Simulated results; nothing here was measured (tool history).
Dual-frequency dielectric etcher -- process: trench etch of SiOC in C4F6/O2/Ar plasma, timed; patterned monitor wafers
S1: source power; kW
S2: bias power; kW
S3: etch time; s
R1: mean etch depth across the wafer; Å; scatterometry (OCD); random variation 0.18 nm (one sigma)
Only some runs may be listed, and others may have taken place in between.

run 1 hour=0.0 | S1=0.360 S2=0.251 S3=18 | R1=405.98
run 2 hour=4.1 | S1=0.320 S2=0.236 S3=18 | R1=374.40
run 3 hour=4.8 | S1=0.320 S2=0.236 S3=18 | R1=371.08
run 4 hour=13.7 | S1=0.320 S2=0.261 S3=18 | R1=382.46
run 5 hour=22.2 | S1=0.320 S2=0.285 S3=18 | R1=389.83
run 6 hour=24.2 | S1=0.340 S2=0.285 S3=18 | R1=402.49

Estimate the outcome of run 7 from the log above:
run 7 hour=33.0 | S1=0.340 S2=0.285 S3=18 | R1=?

R1: 402.18 Å

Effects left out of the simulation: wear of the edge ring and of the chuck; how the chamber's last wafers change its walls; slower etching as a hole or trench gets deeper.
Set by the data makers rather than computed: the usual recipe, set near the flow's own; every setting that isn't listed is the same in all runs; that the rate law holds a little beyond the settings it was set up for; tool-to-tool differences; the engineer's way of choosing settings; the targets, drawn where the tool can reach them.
